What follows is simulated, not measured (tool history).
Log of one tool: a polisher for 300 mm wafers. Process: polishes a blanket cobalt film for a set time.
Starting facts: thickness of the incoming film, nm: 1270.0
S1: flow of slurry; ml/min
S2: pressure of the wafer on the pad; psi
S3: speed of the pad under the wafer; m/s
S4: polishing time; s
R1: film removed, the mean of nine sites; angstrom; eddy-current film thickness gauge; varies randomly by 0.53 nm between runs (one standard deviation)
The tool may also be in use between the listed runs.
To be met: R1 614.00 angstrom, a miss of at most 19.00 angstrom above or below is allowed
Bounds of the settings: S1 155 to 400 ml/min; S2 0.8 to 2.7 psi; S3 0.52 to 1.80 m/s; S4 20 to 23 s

run,hour,S1,S2,S3,S4,R1
1,0.0,255,1.7,1.16,23,1182.60
2,1.9,255,1.4,1.16,23,1008.60
3,2.8,220,1.4,1.16,23,996.16
4,9.8,220,1.3,1.14,23,908.26
5,14.9,255,1.3,1.14,23,916.33
6,15.9,255,1.2,1.12,23,847.48
7,19.6,255,1.1,1.10,23,768.08
8,26.3,255,0.9,1.08,23,632.91

Exercise: of the 5 proposed moves below, exactly one satisfies all targets within the stated allowed misses. Which move is it?
A,33.0,245,0.8,1.20,22,?
B,33.0,275,1.1,0.96,23,?
C,33.0,345,1.0,1.16,20,?
D,33.0,310,1.0,1.04,22,?
E,33.0,280,0.8,1.38,21,?

move,R1
A,610.96
B,681.74
C,666.98
D,654.89
E,675.74
A: in spec on every target
B: the biggest miss grows against the last run
C: the biggest miss grows against the last run
D: the biggest miss grows against the last run
E: the biggest miss grows against the last run
A is the move that brings every result within its allowed miss.

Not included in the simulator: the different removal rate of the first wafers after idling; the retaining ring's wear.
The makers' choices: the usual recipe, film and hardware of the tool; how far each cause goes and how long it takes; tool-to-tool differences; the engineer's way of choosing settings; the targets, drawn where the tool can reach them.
